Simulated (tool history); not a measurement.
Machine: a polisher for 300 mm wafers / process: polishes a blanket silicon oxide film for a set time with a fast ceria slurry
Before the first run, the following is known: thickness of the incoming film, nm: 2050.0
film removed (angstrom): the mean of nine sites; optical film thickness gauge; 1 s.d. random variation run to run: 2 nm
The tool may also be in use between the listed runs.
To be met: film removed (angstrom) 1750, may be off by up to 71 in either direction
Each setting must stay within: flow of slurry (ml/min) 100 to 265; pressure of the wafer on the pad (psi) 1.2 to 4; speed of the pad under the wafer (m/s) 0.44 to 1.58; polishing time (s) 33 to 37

run  hour  flow of slurry (ml/min)  pressure of the wafer on the pad (psi)  speed of the pad under the wafer (m/s)  polishing time (s)  film removed (angstrom)
  1     0                      170                                     2.6                                       1                  37                   4576.9
  2   5.7                      170                                     2.4                                    0.94                  37                   4049.4
  3   6.4                      170                                     2.4                                    0.94                  37                   4069.7
  4   8.8                      170                                     2.2                                    0.88                  37                   3543.5
  5    14                      170                                     2.2                                    0.88                  33                   3192.6
  6    23                      170                                     2.5                                    0.88                  33                   3574.5
  7  24.6                      170                                     2.3                                    0.84                  33                   3183.5
  8  29.6                      160                                     1.6                                    0.64                  33                   1830.1

4 next moves are on the table. One of them brings every result within its allowed miss. Which?
  A  34.6                      205                                       2                                    0.44                  33                        ?
  B  34.6                      180                                     1.5                                    0.68                  35                        ?
  C  34.6                      155                                     1.9                                    0.54                  33                        ?
  D  34.6                      165                                     1.6                                    0.68                  33                        ?

move  film removed (angstrom)
   A                   1574.5
   B                   2007.7
   C                   1756.4
   D                   1952.4
A: takes the result that was furthest off past its target
B: its largest miss is bigger than the last run's
C: every result within its allowed miss
D: its largest miss is bigger than the last run's
So the answer is move C, the one that meets all the targets.
